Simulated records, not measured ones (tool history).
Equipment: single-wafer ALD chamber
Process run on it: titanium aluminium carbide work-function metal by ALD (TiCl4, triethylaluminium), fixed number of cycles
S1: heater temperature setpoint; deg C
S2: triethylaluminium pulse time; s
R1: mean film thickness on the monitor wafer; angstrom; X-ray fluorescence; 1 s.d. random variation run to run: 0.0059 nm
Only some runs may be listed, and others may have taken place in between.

Run 1, day 0: S1 290 deg C, S2 8.65 s. Result: R1 17.492 angstrom.
Run 2, day 0.188: S1 286 deg C, S2 8.65 s. Result: R1 17.132 angstrom.
Run 3, day 0.412: S1 293 deg C, S2 8.65 s. Result: R1 17.692 angstrom.
Run 4, day 0.771: S1 290 deg C, S2 8.52 s. Result: R1 17.521 angstrom.
Run 5, day 0.992: S1 287 deg C, S2 8.39 s. Result: R1 17.34 angstrom.
Run 6, day 1.192: S1 287 deg C, S2 6.93 s. Result: R1 16.453 angstrom.
Run 7, day 1.388: S1 286 deg C, S2 6.9 s. Result: R1 16.436 angstrom.
Run 8, day 1.512: S1 278 deg C, S2 6.52 s. Result: R1 15.661 angstrom.
Run 9, day 1.762: S1 278 deg C, S2 6.53 s. Result: R1 15.646 angstrom.
Run 10, day 1.962: S1 278 deg C, S2 6.54 s. Result: R1 15.599 angstrom.
Run 11, day 1.992: S1 278 deg C, S2 6.55 s. Result: R1 15.634 angstrom.

Run 12 has not been measured yet. What should we expect?
Run 12, day 2.112: S1 278 deg C, S2 6.56 s. Result: R1 ?.

R1: 15.541 angstrom
